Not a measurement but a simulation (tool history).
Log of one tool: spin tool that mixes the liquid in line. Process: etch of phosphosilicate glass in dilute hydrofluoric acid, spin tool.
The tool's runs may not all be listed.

run  hour  temperature setpoint of the liquid (C)  parts of water to one part of 49 % hydrofluoric acid (parts by volume)  time under the liquid (s)  thickness taken off the phosphosilicate glass on a monitor wafer (nm)
  1     0                                      25                                                                     290                         20                                                                 9.9407
  2   5.1                                      26                                                                     260                         20                                                                 11.986
  3  11.8                                      27                                                                     240                         20                                                                 13.687
  4  16.8                                      27                                                                     240                         15                                                                 10.352
  5  22.6                                      28                                                                     215                         15                                                                 12.227
  6  27.1                                      28                                                                     280                         15                                                                 8.7288
  7  35.5                                      27                                                                     250                         15                                                                 9.7218
  8  41.6                                      28                                                                     225                         15                                                                 11.494
  9  49.4                                    26.5                                                                     205                         15                                                                 12.298
 10  54.9                                    30.5                                                                      90                         20                                                                 50.577
 11  60.2                                      30                                                                      90                         20                                                                 49.704
 12  68.1                                      30                                                                      90                         20                                                                 49.577

Forecast run 13:
     73.4  -- hydrofluoric acid flow meter replaced
 13  73.4                                      29                                                                      90                         20                                                                      ?

Run 13 gave thickness taken off the phosphosilicate glass on a monitor wafer (nm) 52.649.
